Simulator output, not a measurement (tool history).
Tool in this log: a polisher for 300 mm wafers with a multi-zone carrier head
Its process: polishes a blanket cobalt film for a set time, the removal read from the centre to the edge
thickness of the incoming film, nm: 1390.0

| run | day | flow of slurry (ml/min) | pressure of the head's centre zone | pressure of the head's middle zone | pressure of the head's edge zone | polishing time (s) | film removed at the wafer's centre (Å) | film removed at mid-radius (Å) | film removed at the wafer's edge (Å) |
|---|---|---|---|---|---|---|---|---|---|
| 1 | 0 | 240 | 1 | 1 | 1 | 62 | 1965 | 2043 | 2116 |
| 2 | 0.162 | 260 | 1.05 | 1.05 | 1.02 | 63 | 2147 | 2202.1 | 2140.7 |
| 3 | 0.467 | 275 | 1.07 | 1.07 | 1.06 | 64 | 2165.5 | 2259 | 2247.6 |
| 4 | 0.604 | 330 | 1.07 | 1.07 | 1.06 | 64 | 2324.4 | 2278.6 | 2254.7 |
| 5 | 0.804 | 335 | 1.09 | 1.1 | 1.07 | 65 | 2323.5 | 2400.8 | 2341 |
| 6 | 0.892 | 285 | 1.09 | 1.1 | 1.07 | 65 | 2325.4 | 2334.9 | 2293.6 |
| 7 | 1.171 | 290 | 1.11 | 1.13 | 1.07 | 66 | 2401.5 | 2458.6 | 2323.3 |
| 8 | 1.517 | 295 | 1.12 | 1.14 | 1.07 | 66 | 2421.7 | 2488.8 | 2322.5 |
| 9 | 1.871 | 300 | 1.13 | 1.14 | 1.07 | 66 | 2441.4 | 2501.9 | 2324.3 |

Run 10, settings as shown, results not yet in. Your forecast:
| 10 | 1.896 | 305 | 1.14 | 1.14 | 1.07 | 66 | ? | ? | ? |

film removed at the wafer's centre (Å): 2518.6
film removed at mid-radius (Å): 2480.1
film removed at the wafer's edge (Å): 2308

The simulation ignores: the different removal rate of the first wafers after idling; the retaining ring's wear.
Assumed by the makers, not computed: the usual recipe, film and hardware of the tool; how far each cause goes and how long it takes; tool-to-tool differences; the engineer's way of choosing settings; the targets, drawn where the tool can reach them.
